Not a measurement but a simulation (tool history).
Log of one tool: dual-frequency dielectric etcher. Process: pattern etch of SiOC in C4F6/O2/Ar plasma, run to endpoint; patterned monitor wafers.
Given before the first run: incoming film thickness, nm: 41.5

run	day	bias power (W)	source power (W)	endpoint time (s)
1	0	631	290	12.749
2	0.158	734	290	12.209
3	0.471	682	270	12.891
4	0.783	682	310	12.266
5	0.962	788	310	11.848
6	1.279	788	350	11.153
7	1.617	723	320	11.968
8	1.967	665	290	12.482

Run 9 comes next. What will it give?
9	2.133	665	290	?

endpoint time (s): 12.692
